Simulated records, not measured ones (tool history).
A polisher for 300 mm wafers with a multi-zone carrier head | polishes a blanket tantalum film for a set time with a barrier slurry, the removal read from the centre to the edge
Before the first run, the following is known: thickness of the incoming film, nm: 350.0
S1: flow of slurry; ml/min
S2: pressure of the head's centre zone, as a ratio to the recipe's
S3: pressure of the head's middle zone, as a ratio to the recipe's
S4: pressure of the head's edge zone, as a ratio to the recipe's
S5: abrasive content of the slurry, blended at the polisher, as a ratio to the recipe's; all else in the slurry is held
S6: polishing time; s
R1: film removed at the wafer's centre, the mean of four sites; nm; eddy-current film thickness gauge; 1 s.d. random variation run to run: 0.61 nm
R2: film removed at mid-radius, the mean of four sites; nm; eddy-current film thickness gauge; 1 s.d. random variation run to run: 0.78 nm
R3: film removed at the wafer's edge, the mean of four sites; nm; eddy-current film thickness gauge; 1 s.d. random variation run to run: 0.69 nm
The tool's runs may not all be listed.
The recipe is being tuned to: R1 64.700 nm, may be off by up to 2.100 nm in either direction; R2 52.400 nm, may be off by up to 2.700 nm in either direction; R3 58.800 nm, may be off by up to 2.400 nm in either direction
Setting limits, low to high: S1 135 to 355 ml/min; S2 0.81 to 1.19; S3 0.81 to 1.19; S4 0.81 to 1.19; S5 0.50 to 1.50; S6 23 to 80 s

run,hour,S1,S2,S3,S4,S5,S6,R1,R2,R3
1,0.0,225,1.00,1.00,1.00,1.00,51,61.334,64.629,64.997
2,1.3,260,1.00,1.00,1.00,1.00,51,63.105,64.525,67.054
3,6.5,210,1.00,1.00,1.00,1.00,51,61.782,63.456,64.673
4,13.4,210,1.00,1.04,1.00,1.00,51,62.284,66.183,63.344
5,15.1,210,1.00,1.04,1.00,1.00,63,76.133,78.225,80.225
6,23.0,210,1.00,1.04,1.00,1.15,63,78.453,83.186,84.124
7,25.1,200,1.02,0.99,0.97,0.95,61,73.208,74.232,74.494
8,28.0,205,1.06,0.94,0.99,0.80,58,69.114,64.373,70.375
9,34.8,200,1.09,0.91,0.97,0.70,57,66.928,58.801,64.835
10,35.5,190,1.10,0.89,0.95,0.65,57,65.708,55.782,62.469
# hour 36.7: centre zone pressure recalibrated
11,36.7,180,1.11,0.88,0.93,0.65,57,68.448,55.169,60.772
12,39.4,175,1.10,0.87,0.93,0.65,57,68.135,54.117,61.808

5 candidate next runs follow, results not yet known. Just one meets every target within its allowed miss. Identify it.
A,42.1,170,1.10,0.81,0.88,0.50,64,?,?,?
B,42.1,210,1.06,0.84,0.90,0.50,59,?,?,?
C,42.1,220,1.04,0.97,1.02,0.60,56,?,?,?
D,42.1,135,1.18,1.01,0.81,0.85,56,?,?,?
E,42.1,170,1.13,0.87,0.97,0.80,57,?,?,?

move,R1,R2,R3
A,70.239,52.299,61.843
B,65.026,51.537,59.154
C,64.680,58.780,63.304
D,72.865,61.045,58.666
E,74.071,56.876,66.330
A: moves away from the targets compared with the last run
B: in spec on every target
C: puts the biggest miss on target and leaves a different result outside tolerance
D: moves away from the targets compared with the last run
E: moves away from the targets compared with the last run
The move that meets every target is B.
